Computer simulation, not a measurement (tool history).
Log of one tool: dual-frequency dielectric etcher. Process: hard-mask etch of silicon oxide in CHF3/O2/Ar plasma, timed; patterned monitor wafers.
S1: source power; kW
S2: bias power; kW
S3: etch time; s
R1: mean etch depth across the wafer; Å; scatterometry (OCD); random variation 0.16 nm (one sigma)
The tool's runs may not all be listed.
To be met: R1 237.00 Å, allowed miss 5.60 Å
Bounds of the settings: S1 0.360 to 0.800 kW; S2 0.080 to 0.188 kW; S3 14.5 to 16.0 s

{"run": 1, "hour": 0.0, "S1": 0.58, "S2": 0.134, "S3": 16.0, "R1": 290.63}
{"run": 2, "hour": 1.1, "S1": 0.68, "S2": 0.134, "S3": 16.0, "R1": 306.72}
{"run": 3, "hour": 7.8, "S1": 0.59, "S2": 0.134, "S3": 16.0, "R1": 290.34}
{"run": 4, "hour": 9.5, "S1": 0.56, "S2": 0.128, "S3": 16.0, "R1": 277.94}
{"run": 5, "hour": 10.5, "S1": 0.53, "S2": 0.125, "S3": 16.0, "R1": 272.95}
{"run": 6, "hour": 17.5, "S1": 0.53, "S2": 0.109, "S3": 16.0, "R1": 257.48}
{"run": 7, "hour": 18.4, "S1": 0.51, "S2": 0.108, "S3": 16.0, "R1": 252.27}
{"run": 8, "hour": 25.7, "S1": 0.5, "S2": 0.107, "S3": 16.0, "R1": 253.83}
{"run": 9, "hour": 32.0, "S1": 0.48, "S2": 0.106, "S3": 16.0, "R1": 249.48}
{"run": 10, "hour": 39.2, "S1": 0.47, "S2": 0.105, "S3": 16.0, "R1": 244.83}

Which of these 4 next moves meets every target?
{"run": "A", "hour": 46.4, "S1": 0.45, "S2": 0.117, "S3": 16.0, "R1": "?"}
{"run": "B", "hour": 46.4, "S1": 0.43, "S2": 0.108, "S3": 16.0, "R1": "?"}
{"run": "C", "hour": 46.4, "S1": 0.5, "S2": 0.11, "S3": 16.0, "R1": "?"}
{"run": "D", "hour": 46.4, "S1": 0.52, "S2": 0.11, "S3": 16.0, "R1": "?"}

move=A R1=248.35
move=B R1=237.92
move=C R1=255.96
move=D R1=260.47
A: further off than the last run
B: meets every target
C: further off than the last run
D: further off than the last run
The right move is B.
